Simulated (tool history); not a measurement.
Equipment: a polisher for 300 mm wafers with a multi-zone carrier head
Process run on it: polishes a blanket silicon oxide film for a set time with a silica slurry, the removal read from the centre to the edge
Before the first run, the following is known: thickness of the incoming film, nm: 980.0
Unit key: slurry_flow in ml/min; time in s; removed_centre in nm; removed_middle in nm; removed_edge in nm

run,day,slurry_flow,centre_zone,middle_zone,edge_zone,slurry_solids,time,removed_centre,removed_middle,removed_edge
1,0.000,310,1.00,1.00,1.00,1.00,44,151.740,150.440,152.910
2,0.133,310,1.00,1.00,1.00,1.00,33,114.020,113.210,113.130
3,0.229,310,1.00,1.07,1.00,1.00,33,113.720,122.510,114.340
4,0.379,310,1.00,1.04,0.99,0.95,32,106.150,109.950,109.040
5,0.496,315,1.02,1.05,0.98,0.90,31,100.730,100.880,98.268
6,0.679,315,1.02,1.04,0.97,0.85,31,97.064,95.522,94.487
7,0.929,315,1.02,1.03,0.95,0.80,31,90.707,92.035,88.463
8,1.088,315,1.02,1.00,0.94,0.75,31,86.143,83.387,83.728
9,1.308,315,1.02,0.98,0.92,0.75,31,85.539,81.163,83.424

Run 10 has not been measured yet. What should we expect?
10,1.683,315,1.02,0.97,0.91,0.75,31,?,?,?

Run 10 came out at removed_centre 85.915 nm, removed_middle 82.559 nm, removed_edge 82.399 nm.
